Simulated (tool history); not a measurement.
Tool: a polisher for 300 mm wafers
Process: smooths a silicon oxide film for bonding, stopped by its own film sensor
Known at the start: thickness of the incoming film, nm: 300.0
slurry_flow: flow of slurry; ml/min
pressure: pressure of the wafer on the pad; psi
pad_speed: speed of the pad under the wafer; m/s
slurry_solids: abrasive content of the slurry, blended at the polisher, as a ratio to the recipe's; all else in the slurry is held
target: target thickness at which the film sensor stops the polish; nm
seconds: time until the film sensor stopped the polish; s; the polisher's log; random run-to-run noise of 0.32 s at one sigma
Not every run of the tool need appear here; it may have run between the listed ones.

| run | hour | slurry_flow | pressure | pad_speed | slurry_solids | target | seconds |
|---|---|---|---|---|---|---|---|
| 1 | 0.0 | 205 | 2.7 | 0.90 | 1.00 | 275 | 29.267 |
| 2 | 2.7 | 205 | 2.6 | 0.90 | 1.00 | 275 | 29.618 |
| 3 | 3.6 | 205 | 2.5 | 0.90 | 1.00 | 275 | 30.298 |
| 4 | 10.9 | 205 | 2.9 | 0.90 | 1.00 | 275 | 27.479 |
| 5 | 18.4 | 205 | 2.9 | 0.90 | 1.10 | 275 | 26.383 |
| 6 | 22.1 | 205 | 2.9 | 0.90 | 1.25 | 275 | 25.033 |
| 7 | 27.6 | 205 | 2.7 | 0.90 | 1.25 | 275 | 26.640 |
| 8 | 28.7 | 205 | 2.5 | 0.90 | 1.25 | 275 | 28.097 |

What will run 9 give?
| 9 | 30.5 | 205 | 2.4 | 0.90 | 1.25 | 275 | ? |

seconds: 29.014 s
